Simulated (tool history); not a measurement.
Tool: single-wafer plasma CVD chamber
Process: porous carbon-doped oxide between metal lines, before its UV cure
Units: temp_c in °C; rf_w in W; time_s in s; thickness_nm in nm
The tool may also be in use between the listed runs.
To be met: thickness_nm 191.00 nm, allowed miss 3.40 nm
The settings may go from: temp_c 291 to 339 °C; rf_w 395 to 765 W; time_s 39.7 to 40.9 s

run    day  temp_c  rf_w  time_s  thickness_nm
  1  0.000     315   580    39.7        217.40
  2  0.196     315   635    39.7        232.58
  3  0.267     315   635    39.7        231.88
  4  0.396     315   635    40.9        237.77
  5  0.429     308   635    40.9        250.06
  6  0.483     308   635    40.9        249.26
  7  0.517     317   600    40.8        225.77
  8  0.817     323   585    40.8        215.84
  9  1.004     327   570    40.8        207.72
 10  1.054     330   560    40.8        201.43
 11  1.338     333   555    40.8        197.26
 12  1.554     335   555    40.8        196.06

Which of these 5 next moves meets every target?
  A  1.771     333   590    39.7             ?
  B  1.771     328   560    40.9             ?
  C  1.771     334   560    39.7             ?
  D  1.771     333   555    40.9             ?
  E  1.771     330   500    39.9             ?

move  thickness_nm
   A        199.80
   B        204.29
   C        192.39
   D        197.96
   E        183.64
A: further off than the last run
B: further off than the last run
C: meets every target
D: further off than the last run
E: takes the result that was furthest off past its target
Answer: C
